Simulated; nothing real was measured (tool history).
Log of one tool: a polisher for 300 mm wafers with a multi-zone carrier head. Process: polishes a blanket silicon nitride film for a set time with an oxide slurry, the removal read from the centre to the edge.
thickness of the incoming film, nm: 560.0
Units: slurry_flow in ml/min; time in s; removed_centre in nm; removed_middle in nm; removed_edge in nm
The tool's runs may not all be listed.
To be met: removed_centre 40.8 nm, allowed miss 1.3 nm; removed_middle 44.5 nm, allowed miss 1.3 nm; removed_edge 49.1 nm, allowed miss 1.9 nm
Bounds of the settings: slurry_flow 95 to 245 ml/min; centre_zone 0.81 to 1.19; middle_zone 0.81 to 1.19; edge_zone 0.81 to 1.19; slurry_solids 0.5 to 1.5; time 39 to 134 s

run,hour,slurry_flow,centre_zone,middle_zone,edge_zone,slurry_solids,time,removed_centre,removed_middle,removed_edge
1,0,155,1,1,1,1,86,55.282,53.505,57.392
2,3.1,155,1,1,1,1,101,65.866,62.361,67.295
3,6.2,155,1,0.93,1,1,101,65.149,59.951,67.794
4,12.2,135,1,0.93,1,1,101,62.533,57.599,64.913
5,14.4,125,0.96,0.92,0.98,0.9,101,54.73,52.197,61.353
6,22.8,125,0.96,0.92,0.98,0.9,84,45.459,43.155,49.646
7,28.2,120,0.94,0.94,0.98,0.9,84,43.029,43.7,49.766
8,37,120,0.93,0.95,0.98,0.9,84,42.927,44.511,49.314
9,37.7,115,0.92,0.95,0.99,0.9,84,41.506,43.227,49.805

Which of these 5 next moves meets every target?
A,38.4,95,0.94,0.98,0.96,0.9,87,?,?,?
B,38.4,115,1,0.9,0.88,1,77,?,?,?
C,38.4,115,0.91,0.92,1.01,0.8,88,?,?,?
D,38.4,105,0.91,0.99,0.95,0.95,85,?,?,?
E,38.4,110,0.94,1.02,0.89,0.85,86,?,?,?

move,removed_centre,removed_middle,removed_edge
A,39.394,41.695,47.571
B,43.658,39.748,45.245
C,40.078,40.874,48.709
D,40.708,44.463,49.07
E,41.036,44.297,45.869
A: further off than the last run
B: further off than the last run
C: further off than the last run
D: meets every target
E: brings the result that was furthest off to its target, and leaves another outside
Move D is the one to make.

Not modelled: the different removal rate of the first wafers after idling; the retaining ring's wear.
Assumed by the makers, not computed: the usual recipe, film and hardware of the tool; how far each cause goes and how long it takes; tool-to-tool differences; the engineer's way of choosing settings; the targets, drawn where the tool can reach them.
